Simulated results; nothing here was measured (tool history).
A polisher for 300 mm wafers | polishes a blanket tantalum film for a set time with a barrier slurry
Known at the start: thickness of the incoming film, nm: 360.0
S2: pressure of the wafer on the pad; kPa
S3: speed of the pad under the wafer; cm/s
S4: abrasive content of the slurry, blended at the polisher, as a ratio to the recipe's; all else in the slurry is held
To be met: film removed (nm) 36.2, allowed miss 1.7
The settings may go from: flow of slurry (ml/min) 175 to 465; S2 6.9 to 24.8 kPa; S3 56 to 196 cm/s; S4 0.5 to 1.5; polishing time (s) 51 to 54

{"run": 1, "hour": 0.0, "flow of slurry (ml/min)": 295, "S2": 15.9, "S3": 126, "S4": 1, "polishing time (s)": 51, "film removed (nm)": 83.975}
{"run": 2, "hour": 5.1, "flow of slurry (ml/min)": 295, "S2": 15.9, "S3": 126, "S4": 0.8, "polishing time (s)": 51, "film removed (nm)": 70.589}
{"run": 3, "hour": 12.0, "flow of slurry (ml/min)": 295, "S2": 15.2, "S3": 124, "S4": 0.8, "polishing time (s)": 51, "film removed (nm)": 68.968}
{"run": 4, "hour": 16.7, "flow of slurry (ml/min)": 295, "S2": 14.5, "S3": 122, "S4": 0.8, "polishing time (s)": 51, "film removed (nm)": 65.259}
{"run": 5, "hour": 25.6, "flow of slurry (ml/min)": 255, "S2": 14.5, "S3": 122, "S4": 0.8, "polishing time (s)": 51, "film removed (nm)": 62.802}
{"run": 6, "hour": 33.4, "flow of slurry (ml/min)": 255, "S2": 14.5, "S3": 122, "S4": 0.95, "polishing time (s)": 51, "film removed (nm)": 72.177}
{"run": 7, "hour": 37.8, "flow of slurry (ml/min)": 255, "S2": 13.8, "S3": 118, "S4": 0.95, "polishing time (s)": 51, "film removed (nm)": 65.759}
{"run": 8, "hour": 41.3, "flow of slurry (ml/min)": 255, "S2": 13.1, "S3": 116, "S4": 0.95, "polishing time (s)": 51, "film removed (nm)": 61.762}
{"run": 9, "hour": 46.9, "flow of slurry (ml/min)": 255, "S2": 12.4, "S3": 114, "S4": 0.95, "polishing time (s)": 51, "film removed (nm)": 57.365}
{"run": 10, "hour": 48.0, "flow of slurry (ml/min)": 255, "S2": 11.7, "S3": 112, "S4": 0.95, "polishing time (s)": 51, "film removed (nm)": 52.322}
{"run": 11, "hour": 54.1, "flow of slurry (ml/min)": 255, "S2": 11, "S3": 112, "S4": 0.95, "polishing time (s)": 51, "film removed (nm)": 50.85}
{"run": 12, "hour": 62.1, "flow of slurry (ml/min)": 255, "S2": 10.3, "S3": 112, "S4": 0.95, "polishing time (s)": 51, "film removed (nm)": 47.965}
{"hour": 63.6, "done": "slurry blender recalibrated"}
{"run": 13, "hour": 63.6, "flow of slurry (ml/min)": 255, "S2": 8.3, "S3": 110, "S4": 0.95, "polishing time (s)": 51, "film removed (nm)": 47.226}
{"run": 14, "hour": 66.6, "flow of slurry (ml/min)": 250, "S2": 8.3, "S3": 108, "S4": 0.95, "polishing time (s)": 51, "film removed (nm)": 45.523}
{"run": 15, "hour": 70.3, "flow of slurry (ml/min)": 250, "S2": 8.3, "S3": 108, "S4": 0.95, "polishing time (s)": 51, "film removed (nm)": 45.57}
{"run": 16, "hour": 76.3, "flow of slurry (ml/min)": 250, "S2": 8.3, "S3": 106, "S4": 0.95, "polishing time (s)": 51, "film removed (nm)": 44.306}
{"run": 17, "hour": 84.2, "flow of slurry (ml/min)": 250, "S2": 8.3, "S3": 104, "S4": 0.95, "polishing time (s)": 51, "film removed (nm)": 43.25}
{"run": 18, "hour": 91.2, "flow of slurry (ml/min)": 250, "S2": 8.3, "S3": 102, "S4": 0.95, "polishing time (s)": 51, "film removed (nm)": 43.398}
{"run": 19, "hour": 94.4, "flow of slurry (ml/min)": 250, "S2": 6.9, "S3": 88, "S4": 0.95, "polishing time (s)": 51, "film removed (nm)": 32.069}
{"run": 20, "hour": 96.7, "flow of slurry (ml/min)": 250, "S2": 8.3, "S3": 90, "S4": 0.95, "polishing time (s)": 51, "film removed (nm)": 38.339}

4 next moves are on the table. One of them brings every result within its allowed miss. Which?
{"run": "A", "hour": 99.0, "flow of slurry (ml/min)": 295, "S2": 9, "S3": 78, "S4": 1.15, "polishing time (s)": 53, "film removed (nm)": "?"}
{"run": "B", "hour": 99.0, "flow of slurry (ml/min)": 210, "S2": 7.6, "S3": 126, "S4": 0.85, "polishing time (s)": 51, "film removed (nm)": "?"}
{"run": "C", "hour": 99.0, "flow of slurry (ml/min)": 215, "S2": 10.3, "S3": 62, "S4": 1.2, "polishing time (s)": 52, "film removed (nm)": "?"}
{"run": "D", "hour": 99.0, "flow of slurry (ml/min)": 265, "S2": 8.3, "S3": 98, "S4": 0.9, "polishing time (s)": 51, "film removed (nm)": "?"}

move=A film_removed_(nm)=40.47
move=B film_removed_(nm)=45.236
move=C film_removed_(nm)=36.088
move=D film_removed_(nm)=40.452
A: further off than the last run
B: further off than the last run
C: meets every target
D: further off than the last run
Move C is the one to make.
